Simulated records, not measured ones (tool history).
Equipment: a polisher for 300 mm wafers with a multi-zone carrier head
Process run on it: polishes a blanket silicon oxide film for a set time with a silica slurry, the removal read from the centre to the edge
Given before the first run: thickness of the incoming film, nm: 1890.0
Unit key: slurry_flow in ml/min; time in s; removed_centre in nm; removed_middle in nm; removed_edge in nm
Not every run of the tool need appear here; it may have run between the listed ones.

| run | day | slurry_flow | centre_zone | middle_zone | edge_zone | slurry_solids | time | removed_centre | removed_middle | removed_edge |
|---|---|---|---|---|---|---|---|---|---|---|
| 1 | 0.000 | 130 | 1.00 | 1.00 | 1.00 | 1.00 | 52 | 159.19 | 155.99 | 153.55 |
| 2 | 0.046 | 130 | 1.00 | 1.00 | 0.93 | 1.00 | 52 | 160.05 | 152.98 | 149.93 |
| 3 | 0.408 | 130 | 1.01 | 0.98 | 0.94 | 1.00 | 52 | 158.16 | 151.94 | 145.62 |
| 4 | 0.621 | 130 | 0.96 | 0.98 | 0.94 | 1.00 | 52 | 150.78 | 150.65 | 151.47 |
| 5 | 0.762 | 130 | 0.96 | 0.98 | 0.94 | 0.85 | 52 | 138.04 | 142.26 | 137.77 |
| 6 | 0.950 | 135 | 0.97 | 0.96 | 0.96 | 0.90 | 52 | 146.34 | 142.34 | 144.99 |
|  | 1.246 | worn pad replaced by a new one |
| 7 | 1.246 | 140 | 0.98 | 0.95 | 0.97 | 0.90 | 52 | 155.30 | 154.91 | 152.82 |
| 8 | 1.312 | 135 | 1.00 | 0.93 | 0.99 | 0.90 | 51 | 157.46 | 147.58 | 152.87 |
| 9 | 1.608 | 135 | 1.01 | 0.92 | 0.99 | 0.90 | 51 | 161.63 | 143.84 | 152.19 |

Run 10, settings as shown, results not yet in. Your forecast:
| 10 | 1.788 | 135 | 1.01 | 0.91 | 0.99 | 0.90 | 51 | ? | ? | ? |

Run 10 measured removed_centre 163.20 nm, removed_middle 143.65 nm, removed_edge 153.59 nm.
